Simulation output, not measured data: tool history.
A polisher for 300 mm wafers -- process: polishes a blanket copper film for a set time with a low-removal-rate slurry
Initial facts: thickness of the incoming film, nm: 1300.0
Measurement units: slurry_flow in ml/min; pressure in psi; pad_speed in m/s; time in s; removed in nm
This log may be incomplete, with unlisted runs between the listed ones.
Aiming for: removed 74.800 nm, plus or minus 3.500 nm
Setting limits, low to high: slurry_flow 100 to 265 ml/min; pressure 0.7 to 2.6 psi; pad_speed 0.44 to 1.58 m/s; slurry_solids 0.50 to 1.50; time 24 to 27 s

Run 1, hour 0.0: slurry_flow 170 ml/min, pressure 1.6 psi, pad_speed 1.00 m/s, slurry_solids 1.00, time 27 s. Result: removed 45.456 nm.
Run 2, hour 4.0: slurry_flow 170 ml/min, pressure 1.6 psi, pad_speed 1.00 m/s, slurry_solids 1.10, time 27 s. Result: removed 46.493 nm.
Run 3, hour 11.7: slurry_flow 170 ml/min, pressure 1.6 psi, pad_speed 0.90 m/s, slurry_solids 1.10, time 27 s. Result: removed 40.382 nm.
Run 4, hour 16.7: slurry_flow 170 ml/min, pressure 1.6 psi, pad_speed 0.90 m/s, slurry_solids 1.00, time 27 s. Result: removed 40.864 nm.
Run 5, hour 25.0: slurry_flow 170 ml/min, pressure 1.6 psi, pad_speed 0.90 m/s, slurry_solids 0.85, time 27 s. Result: removed 39.198 nm.
Run 6, hour 28.4: slurry_flow 170 ml/min, pressure 1.7 psi, pad_speed 0.90 m/s, slurry_solids 0.85, time 27 s. Result: removed 42.065 nm.
Run 7, hour 29.3: slurry_flow 170 ml/min, pressure 1.8 psi, pad_speed 0.90 m/s, slurry_solids 0.85, time 27 s. Result: removed 44.809 nm.
Run 8, hour 34.9: slurry_flow 170 ml/min, pressure 1.9 psi, pad_speed 0.90 m/s, slurry_solids 0.85, time 27 s. Result: removed 46.886 nm.
Run 9, hour 38.2: slurry_flow 170 ml/min, pressure 2.0 psi, pad_speed 0.90 m/s, slurry_solids 0.85, time 27 s. Result: removed 48.483 nm.
Run 10, hour 46.0: slurry_flow 175 ml/min, pressure 2.5 psi, pad_speed 1.04 m/s, slurry_solids 0.85, time 27 s. Result: removed 69.858 nm.

Of the 5 settings listed for the next run, only one would bring every result within its allowed miss of target. Which one?
Run A, hour 53.8: slurry_flow 150 ml/min, pressure 2.4 psi, pad_speed 1.08 m/s, slurry_solids 0.90, time 27 s. Result: removed ?.
Run B, hour 53.8: slurry_flow 175 ml/min, pressure 2.6 psi, pad_speed 1.16 m/s, slurry_solids 0.90, time 27 s. Result: removed ?.
Run C, hour 53.8: slurry_flow 170 ml/min, pressure 2.6 psi, pad_speed 1.12 m/s, slurry_solids 0.65, time 27 s. Result: removed ?.
Run D, hour 53.8: slurry_flow 150 ml/min, pressure 2.0 psi, pad_speed 1.24 m/s, slurry_solids 0.80, time 27 s. Result: removed ?.
Run E, hour 53.8: slurry_flow 180 ml/min, pressure 2.6 psi, pad_speed 1.18 m/s, slurry_solids 0.85, time 27 s. Result: removed ?.

move  removed
   A   68.359
   B   80.576
   C   73.402
   D   64.666
   E   81.384
A: further off than the last run
B: moves the result that the last run missed by most past its target, out the other side
C: hits every target within its allowed miss
D: further off than the last run
E: moves the result that the last run missed by most past its target, out the other side
The right move is C.

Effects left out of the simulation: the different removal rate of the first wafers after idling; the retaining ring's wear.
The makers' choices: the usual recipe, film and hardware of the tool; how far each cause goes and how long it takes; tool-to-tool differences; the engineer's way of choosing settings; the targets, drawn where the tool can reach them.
